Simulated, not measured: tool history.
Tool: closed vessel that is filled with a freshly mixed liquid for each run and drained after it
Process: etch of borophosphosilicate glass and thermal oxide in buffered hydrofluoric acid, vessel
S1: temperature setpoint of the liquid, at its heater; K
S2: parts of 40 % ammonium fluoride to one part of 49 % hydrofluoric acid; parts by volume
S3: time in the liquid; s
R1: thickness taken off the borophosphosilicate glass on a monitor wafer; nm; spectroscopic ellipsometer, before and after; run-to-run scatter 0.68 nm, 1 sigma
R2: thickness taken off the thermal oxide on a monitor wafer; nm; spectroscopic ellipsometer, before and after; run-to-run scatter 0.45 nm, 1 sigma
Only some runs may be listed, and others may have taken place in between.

| run | hour | S1 | S2 | S3 | R1 | R2 |
|---|---|---|---|---|---|---|
| 1 | 0 | 297.15 | 11 | 60 | 129.89 | 59.487 |
| 2 | 8.9 | 297.15 | 8.5 | 60 | 162.21 | 74.915 |
| 3 | 15.6 | 297.15 | 5.5 | 60 | 248.49 | 112.48 |
| 4 | 18 | 297.15 | 7.5 | 60 | 185.83 | 84.927 |
| 5 | 21.5 | 297.15 | 5 | 60 | 272 | 121.99 |
| 6 | 27.6 | 297.15 | 5 | 85 | 382.79 | 171.43 |
| 7 | 30.4 | 295.15 | 5.5 | 85 | 317.63 | 143.36 |

What will run 8 give?
| 8 | 34.2 | 291.15 | 6 | 85 | ? | ? |

{"run 8": {"R1": 234.51, "R2": 105.87}}

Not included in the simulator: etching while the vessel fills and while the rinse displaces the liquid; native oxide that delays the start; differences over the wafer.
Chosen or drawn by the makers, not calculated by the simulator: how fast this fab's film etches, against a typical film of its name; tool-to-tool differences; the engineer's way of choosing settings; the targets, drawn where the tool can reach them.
